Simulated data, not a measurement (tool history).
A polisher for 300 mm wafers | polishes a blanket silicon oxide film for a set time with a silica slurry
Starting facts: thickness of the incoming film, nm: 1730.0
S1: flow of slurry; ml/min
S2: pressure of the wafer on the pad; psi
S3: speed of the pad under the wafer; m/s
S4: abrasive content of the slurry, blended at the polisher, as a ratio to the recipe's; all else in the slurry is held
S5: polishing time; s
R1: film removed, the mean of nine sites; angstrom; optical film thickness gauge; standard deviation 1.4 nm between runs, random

run,hour,S1,S2,S3,S4,S5,R1
1,0.0,290,5.2,1.02,1.0,52,1772.7
2,7.0,290,5.2,0.78,1.0,52,1419.1
3,10.5,290,5.2,0.78,1.0,52,1440.0
4,12.7,290,4.1,0.78,1.0,52,1117.4
5,21.7,290,4.5,0.78,1.0,52,1251.2
6,29.1,290,4.9,0.78,1.0,52,1334.9
7,29.9,310,6.3,0.80,1.0,52,1769.4

Estimate the outcome of run 8 from the log above:
8,33.0,310,6.4,0.80,1.0,52,?

Run 8 yielded R1 1821.5 angstrom.
